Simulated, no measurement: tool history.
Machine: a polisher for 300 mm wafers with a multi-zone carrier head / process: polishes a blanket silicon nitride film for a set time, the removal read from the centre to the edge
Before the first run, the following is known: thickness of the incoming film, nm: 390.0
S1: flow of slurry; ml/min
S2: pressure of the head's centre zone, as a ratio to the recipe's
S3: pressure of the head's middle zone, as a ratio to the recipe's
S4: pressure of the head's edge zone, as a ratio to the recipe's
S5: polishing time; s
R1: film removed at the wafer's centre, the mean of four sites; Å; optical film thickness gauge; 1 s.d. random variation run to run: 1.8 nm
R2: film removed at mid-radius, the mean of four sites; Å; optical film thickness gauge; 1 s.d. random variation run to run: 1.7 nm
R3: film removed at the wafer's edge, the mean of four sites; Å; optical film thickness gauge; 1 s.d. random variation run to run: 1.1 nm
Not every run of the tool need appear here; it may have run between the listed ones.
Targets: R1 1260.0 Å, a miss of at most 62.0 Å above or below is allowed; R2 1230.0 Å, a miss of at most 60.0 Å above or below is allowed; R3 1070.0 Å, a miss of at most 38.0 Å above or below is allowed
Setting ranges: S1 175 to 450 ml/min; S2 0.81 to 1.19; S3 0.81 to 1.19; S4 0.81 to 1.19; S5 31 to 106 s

run	day	S1	S2	S3	S4	S5	R1	R2	R3
1	0.000	290	1.00	1.00	1.00	68	1582.0	1535.3	1494.1
2	0.262	290	1.00	1.00	1.04	68	1565.8	1515.9	1541.5
3	0.346	245	1.00	1.00	1.04	68	1504.5	1508.5	1492.9
4	0.662	295	1.00	1.00	1.04	68	1585.7	1504.3	1501.8
5	0.958	295	1.05	1.00	1.04	68	1617.7	1552.8	1529.1
6	1.075	335	1.05	1.00	1.04	68	1692.9	1548.0	1573.8
7	1.192	315	1.05	1.00	0.99	63	1519.6	1471.3	1394.0
8	1.521	315	1.06	0.98	0.95	60	1473.2	1336.8	1314.8
9	1.771	305	1.06	0.99	0.92	58	1436.6	1297.9	1239.6
10	1.933	290	1.04	1.00	0.90	57	1371.4	1289.9	1220.4
11	2.292	285	1.05	1.01	0.88	55	1285.9	1253.3	1153.0
12	2.496	280	1.06	1.01	0.86	54	1296.8	1227.1	1106.1

Exactly one of the 5 candidate moves below puts every result within its allowed miss. Which one?
A	2.700	235	0.96	1.04	0.86	56	?	?	?
B	2.700	265	1.06	1.07	0.86	52	?	?	?
C	2.700	290	1.05	1.01	0.86	56	?	?	?
D	2.700	265	0.99	1.04	0.87	56	?	?	?
E	2.700	305	0.96	1.01	0.85	55	?	?	?

move	R1	R2	R3
A	1191.8	1270.8	1130.9
B	1242.9	1225.9	1061.2
C	1339.5	1269.4	1152.1
D	1249.2	1289.1	1149.2
E	1208.8	1253.6	1130.0
A: moves away from the targets compared with the last run
B: all results in spec
C: moves away from the targets compared with the last run
D: moves away from the targets compared with the last run
E: moves away from the targets compared with the last run
Correct choice: B, which meets every target
